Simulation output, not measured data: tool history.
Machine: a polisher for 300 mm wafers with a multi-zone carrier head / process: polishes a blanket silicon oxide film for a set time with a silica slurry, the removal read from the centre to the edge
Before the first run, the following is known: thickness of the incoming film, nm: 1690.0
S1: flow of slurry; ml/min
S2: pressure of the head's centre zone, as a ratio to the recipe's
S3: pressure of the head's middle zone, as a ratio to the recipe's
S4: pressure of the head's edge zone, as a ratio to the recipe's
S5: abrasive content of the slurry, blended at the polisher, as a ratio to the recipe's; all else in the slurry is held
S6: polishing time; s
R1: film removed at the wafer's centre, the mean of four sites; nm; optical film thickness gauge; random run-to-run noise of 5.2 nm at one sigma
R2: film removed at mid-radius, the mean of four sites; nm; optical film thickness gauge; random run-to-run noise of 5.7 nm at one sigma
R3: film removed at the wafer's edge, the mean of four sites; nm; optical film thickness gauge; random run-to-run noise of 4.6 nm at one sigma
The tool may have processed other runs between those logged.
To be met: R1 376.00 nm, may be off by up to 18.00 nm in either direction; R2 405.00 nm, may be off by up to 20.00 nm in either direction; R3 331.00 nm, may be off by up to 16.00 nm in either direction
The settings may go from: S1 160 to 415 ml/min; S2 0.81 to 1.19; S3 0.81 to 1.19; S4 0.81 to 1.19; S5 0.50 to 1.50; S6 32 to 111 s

Run 1, day 0.000: S1 265 ml/min, S2 1.00, S3 1.00, S4 1.00, S5 1.00, S6 71 s. Result: R1 233.15 nm, R2 233.42 nm, R3 226.16 nm.
Run 2, day 0.088: S1 275 ml/min, S2 1.02, S3 1.06, S4 0.99, S5 1.15, S6 75 s. Result: R1 269.45 nm, R2 287.37 nm, R3 253.99 nm.
Run 3, day 0.312: S1 275 ml/min, S2 1.02, S3 1.06, S4 1.05, S5 1.15, S6 75 s. Result: R1 274.47 nm, R2 289.53 nm, R3 265.61 nm.
Run 4, day 0.633: S1 275 ml/min, S2 1.02, S3 1.09, S4 1.05, S5 1.15, S6 75 s. Result: R1 279.85 nm, R2 294.21 nm, R3 260.75 nm.
Run 5, day 0.912: S1 275 ml/min, S2 1.02, S3 1.14, S4 1.05, S5 1.15, S6 75 s. Result: R1 272.35 nm, R2 307.73 nm, R3 264.97 nm.
Run 6, day 0.967: S1 275 ml/min, S2 1.02, S3 1.14, S4 1.05, S5 1.30, S6 75 s. Result: R1 295.42 nm, R2 320.90 nm, R3 277.11 nm.
At day 1.000: edge zone pressure recalibrated.
Run 7, day 1.000: S1 290 ml/min, S2 1.03, S3 1.16, S4 1.05, S5 1.35, S6 77 s. Result: R1 310.82 nm, R2 345.21 nm, R3 307.77 nm.
Run 8, day 1.183: S1 260 ml/min, S2 1.05, S3 1.17, S4 1.02, S5 1.40, S6 80 s. Result: R1 337.11 nm, R2 368.11 nm, R3 315.07 nm.
Run 9, day 1.429: S1 255 ml/min, S2 1.06, S3 1.18, S4 1.00, S5 1.45, S6 81 s. Result: R1 348.76 nm, R2 373.84 nm, R3 319.83 nm.

Exercise: of the 4 proposed moves below, exactly one satisfies all targets within the stated allowed misses. Which move is it?
Run A, day 1.675: S1 250 ml/min, S2 1.03, S3 1.03, S4 1.13, S5 1.45, S6 80 s. Result: R1 ?, R2 ?, R3 ?.
Run B, day 1.675: S1 275 ml/min, S2 1.19, S3 1.03, S4 1.01, S5 1.50, S6 80 s. Result: R1 ?, R2 ?, R3 ?.
Run C, day 1.675: S1 190 ml/min, S2 0.96, S3 0.98, S4 0.90, S5 1.50, S6 87 s. Result: R1 ?, R2 ?, R3 ?.
Run D, day 1.675: S1 180 ml/min, S2 1.13, S3 1.19, S4 0.92, S5 1.30, S6 94 s. Result: R1 ?, R2 ?, R3 ?.

move      R1      R2      R3
   A  329.66  325.25  339.74
   B  380.74  333.21  328.43
   C  330.29  332.27  327.11
   D  378.89  393.73  331.77
A: its largest miss is bigger than the last run's
B: its largest miss is bigger than the last run's
C: its largest miss is bigger than the last run's
D: all results land within tolerance of their targets
Answer: D
